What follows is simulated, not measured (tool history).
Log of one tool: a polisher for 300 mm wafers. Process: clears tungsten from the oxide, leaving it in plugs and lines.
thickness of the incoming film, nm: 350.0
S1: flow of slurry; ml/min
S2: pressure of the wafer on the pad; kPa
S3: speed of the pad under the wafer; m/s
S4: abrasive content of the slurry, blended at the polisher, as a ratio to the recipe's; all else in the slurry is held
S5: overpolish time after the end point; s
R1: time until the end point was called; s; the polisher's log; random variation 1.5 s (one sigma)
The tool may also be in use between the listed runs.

Run 1, hour 0.0: S1 170 ml/min, S2 31.7 kPa, S3 0.98 m/s, S4 1.0, S5 8 s. Result: R1 58.582 s.
Run 2, hour 1.4: S1 170 ml/min, S2 26.2 kPa, S3 0.96 m/s, S4 1.0, S5 8 s. Result: R1 69.588 s.
Run 3, hour 10.4: S1 170 ml/min, S2 22.8 kPa, S3 0.94 m/s, S4 1.0, S5 8 s. Result: R1 77.617 s.
Run 4, hour 15.8: S1 170 ml/min, S2 20.0 kPa, S3 0.92 m/s, S4 1.0, S5 8 s. Result: R1 86.816 s.
Run 5, hour 24.9: S1 170 ml/min, S2 20.0 kPa, S3 0.92 m/s, S4 1.2, S5 8 s. Result: R1 81.287 s.
Run 6, hour 30.7: S1 170 ml/min, S2 20.0 kPa, S3 0.92 m/s, S4 1.2, S5 8 s. Result: R1 80.973 s.
Run 7, hour 36.5: S1 170 ml/min, S2 17.9 kPa, S3 0.90 m/s, S4 1.2, S5 8 s. Result: R1 88.730 s.
Run 8, hour 42.4: S1 170 ml/min, S2 16.5 kPa, S3 0.88 m/s, S4 1.2, S5 8 s. Result: R1 95.153 s.

The next listed run, before its measurement:
Run 9, hour 44.2: S1 170 ml/min, S2 15.9 kPa, S3 0.88 m/s, S4 1.2, S5 8 s. Result: R1 ?.

Run 9 gave R1 99.465 s.

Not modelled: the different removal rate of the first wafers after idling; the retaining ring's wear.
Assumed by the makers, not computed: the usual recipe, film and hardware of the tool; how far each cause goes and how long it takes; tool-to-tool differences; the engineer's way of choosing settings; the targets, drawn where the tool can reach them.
